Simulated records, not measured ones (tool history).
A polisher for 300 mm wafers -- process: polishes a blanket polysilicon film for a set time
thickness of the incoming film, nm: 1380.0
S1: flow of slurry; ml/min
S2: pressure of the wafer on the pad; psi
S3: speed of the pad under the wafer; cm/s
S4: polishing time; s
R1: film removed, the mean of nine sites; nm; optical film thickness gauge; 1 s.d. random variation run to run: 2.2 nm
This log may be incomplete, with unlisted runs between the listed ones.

run	hour	S1	S2	S3	S4	R1
1	0	260	1.9	108	77	396.53
2	1.4	260	2.2	108	77	448.15
3	7.1	320	2.2	108	77	459.32
4	10.2	320	1.9	102	77	378.77
5	14.3	320	1.7	98	77	330.69
6	16.2	320	1.5	96	77	297.3
7	21.3	320	1.4	94	77	271.8
8	22.5	320	1.3	94	77	254.91

Run 9, settings as shown, results not yet in. Your forecast:
9	25.7	320	1.2	94	77	?

R1: 238.32 nm
